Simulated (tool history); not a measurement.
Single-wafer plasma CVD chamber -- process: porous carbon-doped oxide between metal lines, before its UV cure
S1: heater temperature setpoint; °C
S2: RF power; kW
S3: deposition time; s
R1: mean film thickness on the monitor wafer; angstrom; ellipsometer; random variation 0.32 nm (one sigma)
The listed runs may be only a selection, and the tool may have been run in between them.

| run | hour | S1 | S2 | S3 | R1 |
|---|---|---|---|---|---|
| 1 | 0 | 290 | 0.605 | 11.3 | 727.43 |
| 2 | 8.6 | 290 | 0.605 | 10.8 | 703.76 |
| 3 | 11 | 290 | 0.685 | 10.8 | 769.87 |
| 4 | 15 | 298 | 0.685 | 10.8 | 731.4 |
| 5 | 17.8 | 298 | 0.64 | 10.8 | 700.95 |
| 6 | 21.3 | 298 | 0.64 | 10.8 | 702.1 |
| 7 | 23.5 | 303 | 0.62 | 10.8 | 664.44 |
| 8 | 25.8 | 306 | 0.61 | 10.8 | 642.95 |
| 9 | 32.6 | 308 | 0.61 | 10.8 | 640.15 |

Run 10 is up next; what results do you expect?
| 10 | 41.5 | 310 | 0.605 | 10.8 | ? |

Run 10 yielded R1 636.03 angstrom.
